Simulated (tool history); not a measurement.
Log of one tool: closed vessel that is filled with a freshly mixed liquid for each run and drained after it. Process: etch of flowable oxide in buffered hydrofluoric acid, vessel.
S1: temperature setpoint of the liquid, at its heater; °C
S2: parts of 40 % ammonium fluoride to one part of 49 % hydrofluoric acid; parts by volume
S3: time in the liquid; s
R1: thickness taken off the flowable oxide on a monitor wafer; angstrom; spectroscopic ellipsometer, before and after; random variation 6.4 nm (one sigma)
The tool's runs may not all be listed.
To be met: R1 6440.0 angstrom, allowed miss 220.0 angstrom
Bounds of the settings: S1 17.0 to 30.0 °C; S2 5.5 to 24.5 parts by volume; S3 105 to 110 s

run 1 hour=0.0 | S1=22.0 S2=15.0 S3=105 | R1=3018.2
run 2 hour=3.4 | S1=24.0 S2=13.5 S3=105 | R1=3754.1
run 3 hour=9.2 | S1=27.5 S2=13.5 S3=105 | R1=4547.9
run 4 hour=16.3 | S1=28.0 S2=12.5 S3=105 | R1=4984.3
run 5 hour=19.9 | S1=30.0 S2=12.5 S3=105 | R1=5557.2
-- hour=28.6 hydrofluoric acid flow meter replaced
run 6 hour=28.6 | S1=30.0 S2=9.0 S3=105 | R1=8057.8
run 7 hour=36.6 | S1=29.0 S2=9.0 S3=105 | R1=7755.4
run 8 hour=45.7 | S1=29.0 S2=9.0 S3=105 | R1=7630.1
run 9 hour=51.3 | S1=29.0 S2=9.0 S3=105 | R1=7721.0
run 10 hour=57.9 | S1=28.0 S2=9.0 S3=105 | R1=7298.4

Which of these 5 next moves meets every target?
run A hour=64.5 | S1=26.5 S2=11.0 S3=105 | R1=?
run B hour=64.5 | S1=30.0 S2=9.0 S3=110 | R1=?
run C hour=64.5 | S1=27.5 S2=11.0 S3=105 | R1=?
run D hour=64.5 | S1=25.0 S2=9.0 S3=110 | R1=?
run E hour=64.5 | S1=27.0 S2=9.0 S3=105 | R1=?

move=A R1=5683.8
move=B R1=8403.1
move=C R1=5996.0
move=D R1=6438.3
move=E R1=6843.7
A: takes the result that was furthest off past its target
B: further off than the last run
C: takes the result that was furthest off past its target
D: meets every target
E: nearer than the last run, and not there yet
The right move is D.
